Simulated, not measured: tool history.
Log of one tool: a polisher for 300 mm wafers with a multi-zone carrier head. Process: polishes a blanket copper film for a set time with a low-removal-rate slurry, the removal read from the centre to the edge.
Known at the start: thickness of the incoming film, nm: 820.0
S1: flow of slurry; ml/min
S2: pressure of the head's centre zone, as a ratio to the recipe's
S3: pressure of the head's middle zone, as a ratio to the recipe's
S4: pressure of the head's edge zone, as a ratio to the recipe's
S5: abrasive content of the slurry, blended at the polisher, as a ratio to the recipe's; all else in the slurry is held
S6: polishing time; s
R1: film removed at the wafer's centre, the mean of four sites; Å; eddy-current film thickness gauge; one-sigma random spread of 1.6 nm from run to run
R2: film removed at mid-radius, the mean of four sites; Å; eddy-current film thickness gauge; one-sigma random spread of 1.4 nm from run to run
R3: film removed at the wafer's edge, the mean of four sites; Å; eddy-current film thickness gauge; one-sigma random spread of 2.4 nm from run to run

{"run": 1, "hour": 0.0, "S1": 250, "S2": 1.0, "S3": 1.0, "S4": 1.0, "S5": 1.0, "S6": 69, "R1": 1747.7, "R2": 1755.3, "R3": 1674.1}
{"run": 2, "hour": 1.1, "S1": 250, "S2": 1.0, "S3": 1.0, "S4": 0.96, "S5": 1.0, "S6": 69, "R1": 1753.8, "R2": 1739.3, "R3": 1645.6}
{"run": 3, "hour": 4.8, "S1": 250, "S2": 1.0, "S3": 1.0, "S4": 0.96, "S5": 1.0, "S6": 63, "R1": 1625.1, "R2": 1607.1, "R3": 1568.0}
{"run": 4, "hour": 9.9, "S1": 250, "S2": 1.0, "S3": 1.0, "S4": 0.96, "S5": 1.0, "S6": 72, "R1": 1840.3, "R2": 1829.1, "R3": 1753.4}
{"run": 5, "hour": 18.8, "S1": 250, "S2": 1.0, "S3": 1.0, "S4": 0.96, "S5": 1.0, "S6": 84, "R1": 2155.9, "R2": 2111.0, "R3": 2006.5}
{"run": 6, "hour": 26.7, "S1": 240, "S2": 0.99, "S3": 0.96, "S4": 0.97, "S5": 0.9, "S6": 83, "R1": 2047.0, "R2": 1971.0, "R3": 1985.5}
{"run": 7, "hour": 35.2, "S1": 240, "S2": 0.99, "S3": 0.94, "S4": 0.96, "S5": 0.8, "S6": 82, "R1": 1980.4, "R2": 1809.7, "R3": 1865.2}
{"run": 8, "hour": 42.7, "S1": 240, "S2": 0.99, "S3": 0.94, "S4": 0.96, "S5": 0.8, "S6": 82, "R1": 1946.1, "R2": 1806.7, "R3": 1898.8}
{"run": 9, "hour": 46.1, "S1": 240, "S2": 0.98, "S3": 0.92, "S4": 0.94, "S5": 0.75, "S6": 82, "R1": 1869.3, "R2": 1746.8, "R3": 1877.5}
{"run": 10, "hour": 50.7, "S1": 235, "S2": 0.98, "S3": 0.91, "S4": 0.93, "S5": 0.7, "S6": 82, "R1": 1856.2, "R2": 1716.0, "R3": 1753.1}
{"run": 11, "hour": 54.7, "S1": 230, "S2": 0.97, "S3": 0.89, "S4": 0.93, "S5": 0.7, "S6": 82, "R1": 1836.6, "R2": 1664.6, "R3": 1820.7}
{"run": 12, "hour": 58.9, "S1": 225, "S2": 0.96, "S3": 0.88, "S4": 0.92, "S5": 0.7, "S6": 82, "R1": 1788.5, "R2": 1647.6, "R3": 1736.8}
{"run": 13, "hour": 61.6, "S1": 220, "S2": 0.95, "S3": 0.87, "S4": 0.93, "S5": 0.7, "S6": 82, "R1": 1793.5, "R2": 1642.6, "R3": 1717.3}

Expected results for the next run?
{"run": 14, "hour": 68.0, "S1": 230, "S2": 0.94, "S3": 0.86, "S4": 0.94, "S5": 0.65, "S6": 82, "R1": "?", "R2": "?", "R3": "?"}

R1: 1712.7 Å
R2: 1574.4 Å
R3: 1755.6 Å
